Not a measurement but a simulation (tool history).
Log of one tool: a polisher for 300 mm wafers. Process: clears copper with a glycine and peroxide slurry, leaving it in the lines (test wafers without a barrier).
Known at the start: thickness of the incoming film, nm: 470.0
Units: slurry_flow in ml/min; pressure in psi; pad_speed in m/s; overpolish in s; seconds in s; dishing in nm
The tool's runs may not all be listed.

| run | day | slurry_flow | pressure | pad_speed | overpolish | seconds | dishing |
|---|---|---|---|---|---|---|---|
| 1 | 0 | 160 | 2.6 | 1.14 | 28 | 71.234 | 106.14 |
| 2 | 0.296 | 155 | 2.2 | 0.96 | 23 | 96.186 | 73.868 |
| 3 | 0.658 | 155 | 2.7 | 0.96 | 23 | 82.178 | 87.083 |
| 4 | 0.883 | 155 | 2.7 | 0.96 | 14 | 82.223 | 58.497 |
| 5 | 1.067 | 155 | 2.1 | 0.96 | 14 | 100.49 | 46.148 |
| 6 | 1.108 | 150 | 1.8 | 0.88 | 16 | 122.76 | 45.238 |
| 7 | 1.346 | 145 | 1.6 | 0.84 | 16 | 139.03 | 41.036 |
| 8 | 1.625 | 140 | 1.5 | 0.84 | 17 | 142.22 | 40.758 |
| 9 | 1.804 | 135 | 1.2 | 0.66 | 20 | 191.5 | 34.892 |

For run 10, what comes out?
| 10 | 1.958 | 140 | 1.3 | 0.66 | 20 | ? | ? |

seconds: 184.57 s
dishing: 38.369 nm

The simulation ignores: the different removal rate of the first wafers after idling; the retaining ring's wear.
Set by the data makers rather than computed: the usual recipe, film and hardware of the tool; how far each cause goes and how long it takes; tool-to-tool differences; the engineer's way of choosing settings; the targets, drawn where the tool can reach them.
